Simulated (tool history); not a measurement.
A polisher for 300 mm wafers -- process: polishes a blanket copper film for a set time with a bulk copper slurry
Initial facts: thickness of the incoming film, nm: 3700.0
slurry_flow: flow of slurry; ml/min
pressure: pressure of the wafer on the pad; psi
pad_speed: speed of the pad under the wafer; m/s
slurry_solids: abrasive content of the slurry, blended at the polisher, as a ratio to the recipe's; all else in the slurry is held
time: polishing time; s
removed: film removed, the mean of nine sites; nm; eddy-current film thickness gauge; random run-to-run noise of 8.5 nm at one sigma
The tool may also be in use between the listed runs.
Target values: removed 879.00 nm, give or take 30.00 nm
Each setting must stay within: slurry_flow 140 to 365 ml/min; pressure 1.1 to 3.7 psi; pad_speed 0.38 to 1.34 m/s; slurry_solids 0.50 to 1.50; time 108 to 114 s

run 1 hour=0.0 | slurry_flow=235 pressure=2.4 pad_speed=0.86 slurry_solids=1.00 time=108 | removed=686.94
run 2 hour=5.2 | slurry_flow=195 pressure=2.4 pad_speed=0.86 slurry_solids=1.00 time=108 | removed=674.27
run 3 hour=9.0 | slurry_flow=195 pressure=2.5 pad_speed=0.86 slurry_solids=1.00 time=108 | removed=714.65
run 4 hour=15.6 | slurry_flow=195 pressure=2.6 pad_speed=0.86 slurry_solids=1.00 time=108 | removed=730.33
run 5 hour=23.8 | slurry_flow=195 pressure=2.7 pad_speed=0.86 slurry_solids=1.00 time=108 | removed=756.08
run 6 hour=24.4 | slurry_flow=195 pressure=2.7 pad_speed=0.86 slurry_solids=1.00 time=108 | removed=767.60
run 7 hour=29.8 | slurry_flow=195 pressure=2.8 pad_speed=0.86 slurry_solids=1.00 time=108 | removed=804.30
run 8 hour=35.7 | slurry_flow=195 pressure=2.9 pad_speed=0.86 slurry_solids=1.00 time=108 | removed=804.47

Exercise: of the 5 proposed moves below, exactly one satisfies all targets within the stated allowed misses. Which move is it?
run A hour=41.6 | slurry_flow=210 pressure=2.6 pad_speed=0.78 slurry_solids=1.00 time=112 | removed=?
run B hour=41.6 | slurry_flow=230 pressure=2.1 pad_speed=0.96 slurry_solids=1.15 time=108 | removed=?
run C hour=41.6 | slurry_flow=265 pressure=2.6 pad_speed=0.88 slurry_solids=1.00 time=108 | removed=?
run D hour=41.6 | slurry_flow=205 pressure=3.5 pad_speed=0.78 slurry_solids=0.95 time=108 | removed=?
run E hour=41.6 | slurry_flow=190 pressure=3.0 pad_speed=0.70 slurry_solids=1.10 time=113 | removed=?

move=A removed=689.74
move=B removed=692.19
move=C removed=769.55
move=D removed=875.17
move=E removed=726.10
A: further off than the last run
B: further off than the last run
C: further off than the last run
D: all results land within tolerance of their targets
E: further off than the last run
Correct choice: D, which meets every target

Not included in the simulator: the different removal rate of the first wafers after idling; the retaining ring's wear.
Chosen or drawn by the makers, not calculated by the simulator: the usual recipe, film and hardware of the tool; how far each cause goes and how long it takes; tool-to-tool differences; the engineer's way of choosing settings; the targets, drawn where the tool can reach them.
